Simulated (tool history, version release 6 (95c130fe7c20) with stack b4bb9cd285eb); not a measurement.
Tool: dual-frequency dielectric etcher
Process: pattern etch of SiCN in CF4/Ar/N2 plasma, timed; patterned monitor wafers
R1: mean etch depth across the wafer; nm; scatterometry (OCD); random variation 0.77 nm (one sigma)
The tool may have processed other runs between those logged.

Run 1, hour 0: source power (kW) 0.34, bias power (kW) 0.089, Ar flow (sccm) 102, CF4 flow (sccm) 83, etch time (s) 137.5. Result: R1 102.13 nm.
Run 2, hour 6.1: source power (kW) 0.29, bias power (kW) 0.089, Ar flow (sccm) 102, CF4 flow (sccm) 83, etch time (s) 137.5. Result: R1 86.299 nm.
Run 3, hour 11.8: source power (kW) 0.29, bias power (kW) 0.089, Ar flow (sccm) 102, CF4 flow (sccm) 96, etch time (s) 137.5. Result: R1 87.685 nm.
Run 4, hour 18.8: source power (kW) 0.29, bias power (kW) 0.089, Ar flow (sccm) 119, CF4 flow (sccm) 96, etch time (s) 137.5. Result: R1 85.228 nm.
Run 5, hour 25.6: source power (kW) 0.29, bias power (kW) 0.075, Ar flow (sccm) 119, CF4 flow (sccm) 96, etch time (s) 137.5. Result: R1 80.867 nm.
Run 6, hour 27.6: source power (kW) 0.29, bias power (kW) 0.075, Ar flow (sccm) 108, CF4 flow (sccm) 96, etch time (s) 137.5. Result: R1 81.913 nm.
Run 7, hour 35: source power (kW) 0.31, bias power (kW) 0.075, Ar flow (sccm) 108, CF4 flow (sccm) 96, etch time (s) 137.5. Result: R1 87.553 nm.

Run 8 is up next; what results do you expect?
Run 8, hour 36.4: source power (kW) 0.37, bias power (kW) 0.078, Ar flow (sccm) 107, CF4 flow (sccm) 96, etch time (s) 137.5. Result: R1 ?.

{"run 8": {"R1": 106.68}}

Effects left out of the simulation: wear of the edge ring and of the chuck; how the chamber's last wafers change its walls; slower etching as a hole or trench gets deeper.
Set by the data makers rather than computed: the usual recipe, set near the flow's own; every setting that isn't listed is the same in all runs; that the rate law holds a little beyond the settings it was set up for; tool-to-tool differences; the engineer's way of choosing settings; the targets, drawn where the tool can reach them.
